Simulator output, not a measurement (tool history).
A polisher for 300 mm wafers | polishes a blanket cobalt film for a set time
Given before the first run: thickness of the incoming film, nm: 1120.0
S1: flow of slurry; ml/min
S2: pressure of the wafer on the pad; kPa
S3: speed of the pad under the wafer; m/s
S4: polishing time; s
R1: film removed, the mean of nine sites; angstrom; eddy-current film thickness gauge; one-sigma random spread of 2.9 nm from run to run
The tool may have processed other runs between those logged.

run  hour   S1    S2    S3  S4      R1
  1     0  145  14.5  0.86  51  2675.4
  2   7.8  145  14.5  1.04  51  3036.5
  3  10.4  145  14.5  1.04  54  3212.9
  4    17  145  11.7  1.04  54  2688.9
  5  19.3  145  11.7   0.9  54  2340.1
  6    20  170  11.7   0.9  54  2384.2
  7  27.1  170    11   0.9  54  2367.1

Predict the results of run 8:
  8  29.3  165  11  0.9  54   ?

R1: 2267.2 angstrom

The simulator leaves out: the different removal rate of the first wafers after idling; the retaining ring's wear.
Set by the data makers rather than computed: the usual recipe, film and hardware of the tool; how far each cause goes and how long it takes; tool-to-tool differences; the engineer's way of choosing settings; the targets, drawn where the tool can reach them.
